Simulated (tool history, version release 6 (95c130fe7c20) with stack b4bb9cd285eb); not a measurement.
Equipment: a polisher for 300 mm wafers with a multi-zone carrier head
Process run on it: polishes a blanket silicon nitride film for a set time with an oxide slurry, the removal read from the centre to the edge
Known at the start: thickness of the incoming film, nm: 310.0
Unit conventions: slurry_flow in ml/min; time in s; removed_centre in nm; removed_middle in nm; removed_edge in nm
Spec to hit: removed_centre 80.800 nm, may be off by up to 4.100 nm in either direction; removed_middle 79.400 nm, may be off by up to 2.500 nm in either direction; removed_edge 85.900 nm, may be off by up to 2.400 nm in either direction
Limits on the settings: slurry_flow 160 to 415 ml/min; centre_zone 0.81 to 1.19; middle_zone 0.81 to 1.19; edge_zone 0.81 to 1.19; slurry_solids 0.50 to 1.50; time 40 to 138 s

run,hour,slurry_flow,centre_zone,middle_zone,edge_zone,slurry_solids,time,removed_centre,removed_middle,removed_edge
1,0.0,265,1.00,1.00,1.00,1.00,88,66.572,66.350,68.213
2,5.1,270,1.01,1.01,1.04,1.10,88,68.459,68.921,71.980
3,6.1,275,1.03,1.02,1.07,1.20,88,73.551,72.656,76.205
4,11.1,285,1.04,1.03,1.10,1.25,88,75.335,75.499,78.237
5,20.0,285,1.04,1.03,1.05,1.25,88,74.343,74.130,76.260
6,21.8,285,1.04,0.95,1.05,1.25,88,74.335,70.484,76.530
7,27.9,285,1.04,0.96,1.08,1.30,88,75.498,71.809,78.839
8,35.0,290,1.04,0.98,1.10,1.35,88,76.628,74.403,79.679
9,43.9,285,1.04,0.98,1.12,1.40,88,75.980,73.340,81.846
10,48.2,300,1.04,0.99,1.13,1.40,88,78.808,74.879,82.167
11,55.3,300,1.04,1.00,1.13,1.45,88,80.272,75.923,83.547

Of the 4 settings listed for the next run, only one would bring every result within its allowed miss of target. Which one?
A,62.4,310,1.06,0.93,1.17,1.50,88,?,?,?
B,62.4,335,1.02,0.99,1.11,1.15,98,?,?,?
C,62.4,320,1.00,0.88,1.19,1.50,93,?,?,?
D,62.4,320,1.09,0.97,1.08,1.50,91,?,?,?

move,removed_centre,removed_middle,removed_edge
A,81.503,74.795,85.651
B,80.698,80.485,85.494
C,81.479,76.251,91.596
D,87.005,79.984,85.184
A: misses by more than the last run did
B: all results in spec
C: misses by more than the last run did
D: the furthest-off result lands on target, but another misses its tolerance
The right move is B.
